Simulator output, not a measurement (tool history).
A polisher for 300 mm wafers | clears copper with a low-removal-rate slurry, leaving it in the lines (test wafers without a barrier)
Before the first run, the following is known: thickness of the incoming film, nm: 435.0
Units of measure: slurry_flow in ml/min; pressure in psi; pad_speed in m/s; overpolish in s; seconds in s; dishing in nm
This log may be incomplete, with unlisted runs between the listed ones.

run 1 hour=0.0 | slurry_flow=120 pressure=2.0 pad_speed=1.42 slurry_solids=1.00 overpolish=13 | seconds=147.57 dishing=26.481
run 2 hour=3.8 | slurry_flow=115 pressure=1.8 pad_speed=1.40 slurry_solids=1.00 overpolish=15 | seconds=167.25 dishing=27.676
run 3 hour=11.8 | slurry_flow=115 pressure=1.8 pad_speed=1.40 slurry_solids=1.00 overpolish=11 | seconds=165.60 dishing=20.523
run 4 hour=18.8 | slurry_flow=115 pressure=1.8 pad_speed=1.40 slurry_solids=0.85 overpolish=11 | seconds=177.62 dishing=19.984
run 5 hour=26.1 | slurry_flow=115 pressure=1.8 pad_speed=1.40 slurry_solids=0.85 overpolish=6 | seconds=168.25 dishing=11.675
run 6 hour=34.9 | slurry_flow=135 pressure=1.8 pad_speed=1.40 slurry_solids=0.85 overpolish=6 | seconds=164.73 dishing=12.095

The next listed run, before its measurement:
run 7 hour=37.7 | slurry_flow=130 pressure=1.7 pad_speed=1.38 slurry_solids=0.85 overpolish=9 | seconds=? dishing=?

{"run 7": {"seconds": 174.61, "dishing": 16.497}}
